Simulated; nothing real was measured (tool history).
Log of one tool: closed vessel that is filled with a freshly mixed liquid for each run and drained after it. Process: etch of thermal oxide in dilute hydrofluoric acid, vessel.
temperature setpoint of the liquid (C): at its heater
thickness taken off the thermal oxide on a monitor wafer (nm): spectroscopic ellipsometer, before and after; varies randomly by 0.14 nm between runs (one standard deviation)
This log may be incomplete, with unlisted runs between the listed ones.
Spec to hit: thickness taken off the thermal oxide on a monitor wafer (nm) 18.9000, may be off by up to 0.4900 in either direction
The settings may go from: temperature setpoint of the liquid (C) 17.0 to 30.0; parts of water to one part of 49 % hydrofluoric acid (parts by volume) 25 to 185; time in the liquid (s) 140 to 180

| run | hour | temperature setpoint of the liquid (C) | parts of water to one part of 49 % hydrofluoric acid (parts by volume) | time in the liquid (s) | thickness taken off the thermal oxide on a monitor wafer (nm) |
|---|---|---|---|---|---|
| 1 | 0.0 | 22.0 | 105 | 180 | 7.3785 |
| 2 | 3.0 | 22.0 | 105 | 140 | 5.7419 |
| 3 | 11.6 | 23.0 | 95 | 140 | 6.6780 |
| 4 | 14.9 | 26.5 | 95 | 140 | 7.7529 |
| 5 | 22.8 | 28.5 | 95 | 140 | 8.2521 |
| 6 | 30.4 | 28.5 | 70 | 140 | 11.6780 |
| 7 | 33.1 | 28.5 | 65 | 140 | 12.8730 |
| 8 | 41.3 | 28.5 | 65 | 140 | 12.6100 |
| 9 | 46.1 | 28.5 | 60 | 140 | 14.0400 |
| 10 | 53.4 | 29.5 | 50 | 140 | 17.5900 |
| 11 | 54.3 | 30.0 | 50 | 140 | 17.9130 |
| 12 | 57.0 | 30.0 | 45 | 140 | 20.1150 |

Of the 4 settings listed for the next run, only one would bring every result within its allowed miss of target. Which one?
| A | 59.7 | 29.5 | 45 | 145 | ? |
| B | 59.7 | 29.5 | 45 | 160 | ? |
| C | 59.7 | 30.0 | 60 | 180 | ? |
| D | 59.7 | 29.0 | 50 | 175 | ? |

| move | thickness taken off the thermal oxide on a monitor wafer (nm) |
|---|---|
| A | 20.6170 |
| B | 22.7500 |
| C | 19.1340 |
| D | 21.7900 |
A: further off than the last run
B: further off than the last run
C: meets every target
D: further off than the last run
C is the move that brings every result within its allowed miss.
